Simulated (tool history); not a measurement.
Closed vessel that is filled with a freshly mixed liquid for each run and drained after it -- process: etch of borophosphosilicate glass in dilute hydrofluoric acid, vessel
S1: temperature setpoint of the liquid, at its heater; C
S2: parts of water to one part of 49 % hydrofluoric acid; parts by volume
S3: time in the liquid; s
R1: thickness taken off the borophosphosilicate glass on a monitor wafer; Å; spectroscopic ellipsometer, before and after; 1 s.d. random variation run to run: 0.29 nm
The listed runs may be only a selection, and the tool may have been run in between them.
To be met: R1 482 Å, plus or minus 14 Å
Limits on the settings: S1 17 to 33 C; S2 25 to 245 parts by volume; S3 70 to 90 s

Run 1, day 0: S1 25 C, S2 135 parts by volume, S3 90 s. Result: R1 224.43 Å.
Run 2, day 0.342: S1 25 C, S2 135 parts by volume, S3 70 s. Result: R1 172.17 Å.
Run 3, day 0.417: S1 25 C, S2 170 parts by volume, S3 70 s. Result: R1 129.99 Å.
Run 4, day 0.592: S1 25 C, S2 190 parts by volume, S3 70 s. Result: R1 114.69 Å.
Run 5, day 0.696: S1 23.5 C, S2 190 parts by volume, S3 70 s. Result: R1 109.02 Å.
Run 6, day 1.033: S1 25.5 C, S2 150 parts by volume, S3 70 s. Result: R1 154.47 Å.
Run 7, day 1.292: S1 25.5 C, S2 120 parts by volume, S3 75 s. Result: R1 214.59 Å.
Run 8, day 1.633: S1 27 C, S2 100 parts by volume, S3 75 s. Result: R1 283.98 Å.

Exactly one of the 5 candidate moves below puts every result within its allowed miss. Which one?
Run A, day 1.975: S1 29 C, S2 95 parts by volume, S3 90 s. Result: R1 ?.
Run B, day 1.975: S1 30.5 C, S2 70 parts by volume, S3 90 s. Result: R1 ?.
Run C, day 1.975: S1 29.5 C, S2 80 parts by volume, S3 90 s. Result: R1 ?.
Run D, day 1.975: S1 22 C, S2 75 parts by volume, S3 90 s. Result: R1 ?.
Run E, day 1.975: S1 25.5 C, S2 60 parts by volume, S3 90 s. Result: R1 ?.

move      R1
   A  389.97
   B  581.08
   C  482.16
   D  384.45
   E  564.89
A: better than the last run, though not everything is in spec
B: carries the result that was furthest off beyond its target, to the other side
C: every result within its allowed miss
D: better than the last run, though not everything is in spec
E: carries the result that was furthest off beyond its target, to the other side
Go with C: it meets all targets.
